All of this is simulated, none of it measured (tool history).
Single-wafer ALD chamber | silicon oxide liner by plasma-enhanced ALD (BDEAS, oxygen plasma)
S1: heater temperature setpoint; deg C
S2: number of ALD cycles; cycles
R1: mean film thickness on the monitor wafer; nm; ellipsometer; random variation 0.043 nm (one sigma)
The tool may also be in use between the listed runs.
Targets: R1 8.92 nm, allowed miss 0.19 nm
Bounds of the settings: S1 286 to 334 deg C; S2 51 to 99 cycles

{"run": 1, "day": 0.0, "S1": 310, "S2": 75, "R1": 7.4291}
{"run": 2, "day": 0.129, "S1": 310, "S2": 66, "R1": 6.6391}
{"run": 3, "day": 0.508, "S1": 309, "S2": 70, "R1": 7.0324}
{"run": 4, "day": 0.875, "S1": 309, "S2": 65, "R1": 6.5294}
{"run": 5, "day": 1.004, "S1": 309, "S2": 69, "R1": 6.9434}
{"run": 6, "day": 1.138, "S1": 319, "S2": 69, "R1": 6.8264}
{"run": 7, "day": 1.358, "S1": 315, "S2": 81, "R1": 8.0206}
{"run": 8, "day": 1.496, "S1": 315, "S2": 81, "R1": 8.0626}
{"run": 9, "day": 1.675, "S1": 315, "S2": 82, "R1": 8.213}
{"run": 10, "day": 1.988, "S1": 315, "S2": 83, "R1": 8.2627}
{"run": 11, "day": 2.204, "S1": 315, "S2": 84, "R1": 8.3068}
{"run": 12, "day": 2.279, "S1": 315, "S2": 85, "R1": 8.4169}

5 next moves are on the table. One of them brings every result within its allowed miss. Which?
{"run": "A", "day": 2.354, "S1": 313, "S2": 95, "R1": "?"}
{"run": "B", "day": 2.354, "S1": 313, "S2": 86, "R1": "?"}
{"run": "C", "day": 2.354, "S1": 331, "S2": 92, "R1": "?"}
{"run": "D", "day": 2.354, "S1": 323, "S2": 78, "R1": "?"}
{"run": "E", "day": 2.354, "S1": 319, "S2": 82, "R1": "?"}

move=A R1=9.5144
move=B R1=8.613
move=C R1=8.9446
move=D R1=7.6849
move=E R1=8.1324
A: takes the result that was furthest off past its target
B: nearer than the last run, and not there yet
C: meets every target
D: further off than the last run
E: further off than the last run
Move C is the one to make.
